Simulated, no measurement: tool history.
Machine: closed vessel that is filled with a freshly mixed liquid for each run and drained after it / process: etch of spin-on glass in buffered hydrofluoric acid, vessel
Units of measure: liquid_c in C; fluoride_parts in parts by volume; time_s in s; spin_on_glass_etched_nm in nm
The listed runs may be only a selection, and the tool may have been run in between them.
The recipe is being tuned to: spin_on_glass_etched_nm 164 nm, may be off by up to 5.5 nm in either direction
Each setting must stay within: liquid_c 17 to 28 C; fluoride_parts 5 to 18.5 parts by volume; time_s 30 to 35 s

run 1 hour=0 | liquid_c=20 fluoride_parts=11.5 time_s=35 | spin_on_glass_etched_nm=98.6
run 2 hour=0.8 | liquid_c=22.5 fluoride_parts=11 time_s=35 | spin_on_glass_etched_nm=117.06
run 3 hour=6.9 | liquid_c=22.5 fluoride_parts=14 time_s=35 | spin_on_glass_etched_nm=93.097
run 4 hour=12.8 | liquid_c=20.5 fluoride_parts=14 time_s=35 | spin_on_glass_etched_nm=83.031
run 5 hour=16.6 | liquid_c=22.5 fluoride_parts=13 time_s=35 | spin_on_glass_etched_nm=99.476
run 6 hour=20.9 | liquid_c=24 fluoride_parts=12 time_s=35 | spin_on_glass_etched_nm=118.55
run 7 hour=22.3 | liquid_c=25 fluoride_parts=11.5 time_s=35 | spin_on_glass_etched_nm=129.56
run 8 hour=24.9 | liquid_c=26 fluoride_parts=11 time_s=35 | spin_on_glass_etched_nm=139.93
run 9 hour=28.8 | liquid_c=26.5 fluoride_parts=11 time_s=35 | spin_on_glass_etched_nm=147.6
run 10 hour=34.9 | liquid_c=27 fluoride_parts=11 time_s=35 | spin_on_glass_etched_nm=150.54

5 next moves are on the table. One of them brings every result within its allowed miss. Which?
run A hour=41 | liquid_c=28 fluoride_parts=9.5 time_s=35 | spin_on_glass_etched_nm=?
run B hour=41 | liquid_c=28 fluoride_parts=10 time_s=35 | spin_on_glass_etched_nm=?
run C hour=41 | liquid_c=26 fluoride_parts=8.5 time_s=35 | spin_on_glass_etched_nm=?
run D hour=41 | liquid_c=25 fluoride_parts=8 time_s=30 | spin_on_glass_etched_nm=?
run E hour=41 | liquid_c=27.5 fluoride_parts=8.5 time_s=30 | spin_on_glass_etched_nm=?

move=A spin_on_glass_etched_nm=179.75
move=B spin_on_glass_etched_nm=174.04
move=C spin_on_glass_etched_nm=177.8
move=D spin_on_glass_etched_nm=154.19
move=E spin_on_glass_etched_nm=165.13
A: the result that was furthest off in the last run now lies on the other side of its target
B: the result that was furthest off in the last run now lies on the other side of its target
C: the result that was furthest off in the last run now lies on the other side of its target
D: nearer than the last run, and not there yet
E: every result within its allowed miss
The right move is E.

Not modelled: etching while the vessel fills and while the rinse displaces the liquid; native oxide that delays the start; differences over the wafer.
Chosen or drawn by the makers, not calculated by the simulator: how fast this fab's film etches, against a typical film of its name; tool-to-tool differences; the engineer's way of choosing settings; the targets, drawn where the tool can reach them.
